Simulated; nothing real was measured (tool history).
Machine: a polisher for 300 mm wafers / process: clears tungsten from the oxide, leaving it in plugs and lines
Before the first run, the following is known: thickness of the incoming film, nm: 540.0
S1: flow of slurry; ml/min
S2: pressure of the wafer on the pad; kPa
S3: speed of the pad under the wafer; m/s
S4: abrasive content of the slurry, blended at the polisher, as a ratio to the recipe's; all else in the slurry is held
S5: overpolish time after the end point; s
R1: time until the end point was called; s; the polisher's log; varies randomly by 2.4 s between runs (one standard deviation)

{"run": 1, "day": 0.0, "S1": 240, "S2": 23.4, "S3": 1.28, "S4": 1.0, "S5": 5, "R1": 112.73}
{"run": 2, "day": 0.325, "S1": 240, "S2": 20.0, "S3": 1.2, "S4": 1.0, "S5": 5, "R1": 138.31}
{"run": 3, "day": 0.692, "S1": 240, "S2": 20.0, "S3": 1.2, "S4": 1.0, "S5": 4, "R1": 138.23}
{"run": 4, "day": 1.029, "S1": 240, "S2": 20.0, "S3": 1.2, "S4": 1.0, "S5": 4, "R1": 140.96}
{"run": 5, "day": 1.121, "S1": 240, "S2": 20.0, "S3": 1.2, "S4": 1.0, "S5": 4, "R1": 140.56}
{"run": 6, "day": 1.192, "S1": 240, "S2": 20.0, "S3": 1.2, "S4": 1.0, "S5": 4, "R1": 140.55}
{"run": 7, "day": 1.279, "S1": 240, "S2": 17.2, "S3": 1.14, "S4": 1.0, "S5": 4, "R1": 169.82}
{"run": 8, "day": 1.583, "S1": 235, "S2": 10.3, "S3": 1.02, "S4": 1.0, "S5": 4, "R1": 305.12}
{"run": 9, "day": 1.629, "S1": 265, "S2": 13.1, "S3": 1.02, "S4": 1.0, "S5": 4, "R1": 238.11}
{"run": 10, "day": 1.721, "S1": 265, "S2": 13.1, "S3": 1.02, "S4": 1.0, "S5": 4, "R1": 242.5}

Estimate the outcome of run 11 from the log above:
{"run": 11, "day": 1.804, "S1": 255, "S2": 13.1, "S3": 1.02, "S4": 1.0, "S5": 4, "R1": "?"}

R1: 242.16 s
